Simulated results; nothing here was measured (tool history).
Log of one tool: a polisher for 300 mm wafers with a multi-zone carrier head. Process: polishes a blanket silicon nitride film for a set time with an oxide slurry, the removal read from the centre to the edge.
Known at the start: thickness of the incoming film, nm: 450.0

| run | hour | flow of slurry (ml/min) | pressure of the head's centre zone | pressure of the head's middle zone | pressure of the head's edge zone | abrasive content of the slurry | polishing time (s) | film removed at the wafer's centre (Å) | film removed at mid-radius (Å) | film removed at the wafer's edge (Å) |
|---|---|---|---|---|---|---|---|---|---|---|
| 1 | 0 | 125 | 1 | 1 | 1 | 1 | 44 | 176.86 | 176.83 | 180.38 |
| 2 | 5.5 | 120 | 1 | 1.01 | 0.95 | 0.95 | 44 | 173.54 | 170.8 | 170.07 |
| 3 | 6.8 | 110 | 0.99 | 1.02 | 0.92 | 0.9 | 44 | 165.94 | 164.83 | 160.76 |
| 4 | 9.8 | 95 | 0.99 | 1.02 | 0.92 | 0.9 | 44 | 155.95 | 158.17 | 155.71 |
| 5 | 13.2 | 95 | 0.99 | 1.02 | 0.92 | 0.9 | 51 | 174.92 | 183.74 | 180.2 |
| 6 | 15.1 | 95 | 0.99 | 1.02 | 0.92 | 0.8 | 51 | 169.58 | 174.05 | 170.19 |
| 7 | 16.6 | 90 | 0.99 | 1.03 | 0.9 | 0.75 | 51 | 159.76 | 167.87 | 162.24 |
| 8 | 20.8 | 90 | 1 | 1.03 | 0.88 | 0.7 | 51 | 156.3 | 159.77 | 153.75 |
| 9 | 27 | 85 | 1.01 | 1.04 | 0.86 | 0.7 | 51 | 153.09 | 159.21 | 151.8 |

Forecast run 10:
| 10 | 32.3 | 85 | 1.03 | 1.05 | 0.85 | 0.7 | 51 | ? | ? | ? |

Run 10 gave film removed at the wafer's centre (Å) 156.95, film removed at mid-radius (Å) 158.43, film removed at the wafer's edge (Å) 149.54.

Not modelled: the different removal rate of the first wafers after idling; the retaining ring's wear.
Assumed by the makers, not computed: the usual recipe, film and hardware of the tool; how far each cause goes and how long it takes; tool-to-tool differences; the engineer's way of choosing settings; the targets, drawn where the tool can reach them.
